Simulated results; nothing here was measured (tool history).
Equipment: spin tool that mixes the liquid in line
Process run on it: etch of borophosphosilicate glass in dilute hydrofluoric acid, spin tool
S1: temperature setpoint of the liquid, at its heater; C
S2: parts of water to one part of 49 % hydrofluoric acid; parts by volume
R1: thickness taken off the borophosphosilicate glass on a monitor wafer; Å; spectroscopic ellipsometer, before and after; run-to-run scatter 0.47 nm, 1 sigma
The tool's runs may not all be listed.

run 1 hour=0 | S1=21 S2=65 time_under_the_liquid_(s)=105 | R1=811.55
run 2 hour=1.3 | S1=21 S2=65 time_under_the_liquid_(s)=110 | R1=847.5
run 3 hour=2.4 | S1=21 S2=55 time_under_the_liquid_(s)=110 | R1=1012.1
run 4 hour=10.3 | S1=21 S2=75 time_under_the_liquid_(s)=110 | R1=729.56
run 5 hour=15.8 | S1=24 S2=75 time_under_the_liquid_(s)=110 | R1=821.08
run 6 hour=21.9 | S1=23.5 S2=75 time_under_the_liquid_(s)=110 | R1=813.38
run 7 hour=29.7 | S1=23 S2=75 time_under_the_liquid_(s)=110 | R1=790.1
run 8 hour=32.2 | S1=22.5 S2=75 time_under_the_liquid_(s)=110 | R1=769.41
run 9 hour=38.9 | S1=22 S2=75 time_under_the_liquid_(s)=110 | R1=765.16
run 10 hour=47 | S1=21.5 S2=75 time_under_the_liquid_(s)=110 | R1=744.66
run 11 hour=56 | S1=21 S2=75 time_under_the_liquid_(s)=110 | R1=722.76

What will run 12 give?
run 12 hour=58.5 | S1=20.5 S2=75 time_under_the_liquid_(s)=110 | R1=?

For run 12 the tool returned R1 712.94 Å.

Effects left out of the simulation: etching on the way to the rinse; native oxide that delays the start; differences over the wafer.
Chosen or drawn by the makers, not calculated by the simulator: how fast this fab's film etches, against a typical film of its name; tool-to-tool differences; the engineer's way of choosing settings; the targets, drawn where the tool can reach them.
